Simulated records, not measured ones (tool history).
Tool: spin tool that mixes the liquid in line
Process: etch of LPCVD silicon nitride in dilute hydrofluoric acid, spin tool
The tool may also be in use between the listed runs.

run	hour	temperature setpoint of the liquid (C)	parts of water to one part of 49 % hydrofluoric acid (parts by volume)	time under the liquid (s)	thickness taken off the LPCVD silicon nitride on a monitor wafer (nm)
1	0.0	22.0	55	285	2.1228
2	1.0	19.5	55	285	1.8118
3	6.4	22.0	55	285	2.0868
4	8.7	21.0	60	285	1.8559
5	10.5	20.5	65	285	1.6018
6	12.3	20.5	65	310	1.7761
7	15.8	20.0	70	310	1.6084

The next listed run, before its measurement:
8	18.5	20.0	70	310	?

thickness taken off the LPCVD silicon nitride on a monitor wafer (nm): 1.6016
